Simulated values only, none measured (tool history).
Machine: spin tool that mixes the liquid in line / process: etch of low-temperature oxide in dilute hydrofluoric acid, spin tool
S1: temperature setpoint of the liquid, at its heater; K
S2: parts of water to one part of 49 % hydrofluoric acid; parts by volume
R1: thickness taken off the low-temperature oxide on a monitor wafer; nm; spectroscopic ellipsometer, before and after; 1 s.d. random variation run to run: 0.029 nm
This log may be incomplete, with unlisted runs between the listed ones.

Run 1, day 0: S1 296.15 K, S2 105 parts by volume, time under the liquid (s) 15. Result: R1 4.9716 nm.
Run 2, day 0.025: S1 298.65 K, S2 105 parts by volume, time under the liquid (s) 15. Result: R1 5.5035 nm.
Run 3, day 0.204: S1 298.65 K, S2 130 parts by volume, time under the liquid (s) 15. Result: R1 4.3419 nm.
Run 4, day 0.321: S1 297.15 K, S2 130 parts by volume, time under the liquid (s) 15. Result: R1 4.0854 nm.
Run 5, day 0.558: S1 297.15 K, S2 130 parts by volume, time under the liquid (s) 15. Result: R1 4.0548 nm.
Run 6, day 0.75: S1 295.15 K, S2 130 parts by volume, time under the liquid (s) 15. Result: R1 3.7724 nm.
Run 7, day 0.854: S1 294.15 K, S2 130 parts by volume, time under the liquid (s) 15. Result: R1 3.573 nm.
Run 8, day 0.912: S1 293.65 K, S2 130 parts by volume, time under the liquid (s) 15. Result: R1 3.5503 nm.
Run 9, day 0.942: S1 293.15 K, S2 130 parts by volume, time under the liquid (s) 15. Result: R1 3.4246 nm.
Run 10, day 1.088: S1 292.65 K, S2 130 parts by volume, time under the liquid (s) 15. Result: R1 3.3944 nm.

What will run 11 give?
Run 11, day 1.138: S1 292.15 K, S2 130 parts by volume, time under the liquid (s) 15. Result: R1 ?.

R1: 3.328 nm
